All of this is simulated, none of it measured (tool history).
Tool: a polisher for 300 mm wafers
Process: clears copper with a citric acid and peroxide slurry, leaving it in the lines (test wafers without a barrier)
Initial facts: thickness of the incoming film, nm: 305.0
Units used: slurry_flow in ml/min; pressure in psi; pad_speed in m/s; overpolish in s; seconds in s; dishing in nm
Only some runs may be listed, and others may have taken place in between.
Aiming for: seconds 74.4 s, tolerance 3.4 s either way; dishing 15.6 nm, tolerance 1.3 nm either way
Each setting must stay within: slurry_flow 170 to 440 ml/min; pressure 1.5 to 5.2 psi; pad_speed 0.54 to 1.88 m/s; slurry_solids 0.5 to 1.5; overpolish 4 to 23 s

run	hour	slurry_flow	pressure	pad_speed	slurry_solids	overpolish	seconds	dishing
1	0	280	3.3	1.2	1	12	94.396	27.84
2	6.8	280	3.3	1.08	1	12	99.412	27.143
3	8.4	265	3.3	1.2	0.9	10	95.743	23.385
4	15.9	245	3.4	1.26	0.8	9	94.226	21.512
5	24.9	245	3.4	1.54	0.8	9	84.734	24.815
6	26.1	245	3.4	1.7	0.8	9	77.764	25.959
7	34.2	240	3.4	1.74	0.75	8	76.642	22.934
8	39	245	3.4	1.76	0.7	7	77.675	21.528
9	42.3	170	2.9	1.76	0.95	4	87.241	10.915
10	50.3	190	3	1.76	0.95	4	84.743	10.631
11	54	190	3.1	1.76	0.9	4	83.222	11.625
12	56.5	200	3.2	1.76	0.9	4	79.104	11.751
13	64.3	205	3.3	1.76	0.85	4	77.613	11.814
14	65.9	210	3.3	1.78	0.8	4	77.937	12.171
15	67.5	215	3.3	1.78	0.8	4	76.546	12.246

5 candidate next runs follow, results not yet known. Just one meets every target within its allowed miss. Identify it.
A	69.1	200	3.4	1.76	0.6	6	?	?
B	69.1	190	3.4	1.82	0.9	4	?	?
C	69.1	230	3.4	1.82	0.8	5	?	?
D	69.1	240	3.3	1.8	0.8	6	?	?
E	69.1	250	3	1.84	0.8	6	?	?

move	seconds	dishing
A	80.223	16.74
B	73.787	12.331
C	74.317	15.147
D	76.885	17.41
E	82.88	16.187
A: corrects the largest miss of the last run, while another result sits out of spec
B: no nearer and no further than the last run
C: all results in spec
D: pushes the last run's worst result past its target
E: corrects the largest miss of the last run, while another result sits out of spec
So the answer is move C, the one that meets all the targets.
